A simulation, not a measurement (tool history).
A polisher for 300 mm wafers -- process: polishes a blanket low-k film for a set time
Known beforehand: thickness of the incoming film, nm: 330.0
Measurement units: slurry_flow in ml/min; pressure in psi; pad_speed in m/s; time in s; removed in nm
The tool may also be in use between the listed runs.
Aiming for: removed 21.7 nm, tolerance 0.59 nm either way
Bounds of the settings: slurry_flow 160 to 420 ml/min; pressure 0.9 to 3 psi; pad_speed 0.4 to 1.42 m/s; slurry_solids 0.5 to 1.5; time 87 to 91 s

{"run": 1, "hour": 0.0, "slurry_flow": 270, "pressure": 1.9, "pad_speed": 0.9, "slurry_solids": 1, "time": 87, "removed": 30.696}
{"run": 2, "hour": 6.0, "slurry_flow": 270, "pressure": 2.1, "pad_speed": 0.9, "slurry_solids": 1, "time": 87, "removed": 33.81}
{"run": 3, "hour": 11.6, "slurry_flow": 265, "pressure": 1.8, "pad_speed": 0.9, "slurry_solids": 1, "time": 87, "removed": 29.011}
{"run": 4, "hour": 14.6, "slurry_flow": 260, "pressure": 1.6, "pad_speed": 0.9, "slurry_solids": 1, "time": 87, "removed": 26.273}
{"run": 5, "hour": 16.1, "slurry_flow": 260, "pressure": 1.8, "pad_speed": 0.9, "slurry_solids": 1, "time": 87, "removed": 28.89}
{"run": 6, "hour": 17.1, "slurry_flow": 260, "pressure": 1.8, "pad_speed": 0.9, "slurry_solids": 0.85, "time": 87, "removed": 26.951}
{"run": 7, "hour": 20.8, "slurry_flow": 255, "pressure": 1.7, "pad_speed": 0.9, "slurry_solids": 0.85, "time": 87, "removed": 25.669}
{"run": 8, "hour": 23.0, "slurry_flow": 255, "pressure": 1.6, "pad_speed": 0.9, "slurry_solids": 0.85, "time": 87, "removed": 23.983}
{"run": 9, "hour": 27.7, "slurry_flow": 255, "pressure": 1.5, "pad_speed": 0.9, "slurry_solids": 0.85, "time": 87, "removed": 22.761}

Exactly one of the 5 candidate moves below puts every result within its allowed miss. Which one?
{"run": "A", "hour": 32.4, "slurry_flow": 315, "pressure": 1.8, "pad_speed": 0.84, "slurry_solids": 0.65, "time": 91, "removed": "?"}
{"run": "B", "hour": 32.4, "slurry_flow": 265, "pressure": 1.3, "pad_speed": 1.14, "slurry_solids": 0.85, "time": 87, "removed": "?"}
{"run": "C", "hour": 32.4, "slurry_flow": 245, "pressure": 1.6, "pad_speed": 0.78, "slurry_solids": 0.8, "time": 91, "removed": "?"}
{"run": "D", "hour": 32.4, "slurry_flow": 210, "pressure": 1.6, "pad_speed": 0.84, "slurry_solids": 0.9, "time": 91, "removed": "?"}
{"run": "E", "hour": 32.4, "slurry_flow": 255, "pressure": 1.5, "pad_speed": 0.86, "slurry_solids": 0.95, "time": 87, "removed": "?"}

move=A removed=24.206
move=B removed=24.103
move=C removed=21.896
move=D removed=24.003
move=E removed=23.08
A: the biggest miss grows against the last run
B: the biggest miss grows against the last run
C: every result within its allowed miss
D: the biggest miss grows against the last run
E: the biggest miss grows against the last run
Move C is the one to make.

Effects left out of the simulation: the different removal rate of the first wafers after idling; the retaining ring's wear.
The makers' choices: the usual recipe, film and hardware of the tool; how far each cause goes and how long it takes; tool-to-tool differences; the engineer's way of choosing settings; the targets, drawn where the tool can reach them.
